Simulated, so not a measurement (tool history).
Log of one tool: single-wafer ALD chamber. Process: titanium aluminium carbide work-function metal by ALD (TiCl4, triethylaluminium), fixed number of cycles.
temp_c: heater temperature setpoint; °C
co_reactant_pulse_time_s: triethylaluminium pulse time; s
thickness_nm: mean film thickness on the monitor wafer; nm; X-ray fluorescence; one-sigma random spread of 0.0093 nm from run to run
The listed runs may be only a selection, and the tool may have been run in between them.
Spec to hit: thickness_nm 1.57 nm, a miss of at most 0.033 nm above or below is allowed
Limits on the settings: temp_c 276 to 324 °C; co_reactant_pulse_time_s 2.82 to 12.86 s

run,hour,temp_c,co_reactant_pulse_time_s,thickness_nm
1,0,300,7.84,1.7493
2,7.6,300,6.16,1.7076
3,15.2,304,6.16,1.7042
4,16.4,302,5.14,1.6402
5,20.3,300,4.88,1.6121
6,25.9,300,6.54,1.71
7,31,297,5.87,1.6325
8,39.4,295,5.78,1.632

5 next moves are on the table. One of them brings every result within its allowed miss. Which?
A,47.8,297,7.69,?
B,47.8,292,4.28,?
C,47.8,292,6.79,?
D,47.8,278,8.79,?
E,47.8,296,7.81,?

move,thickness_nm
A,1.7201
B,1.5192
C,1.647
D,1.5849
E,1.7151
A: misses by more than the last run did
B: the result that was furthest off in the last run now lies on the other side of its target
C: misses by more than the last run did
D: hits every target within its allowed miss
E: misses by more than the last run did
D meets every target.
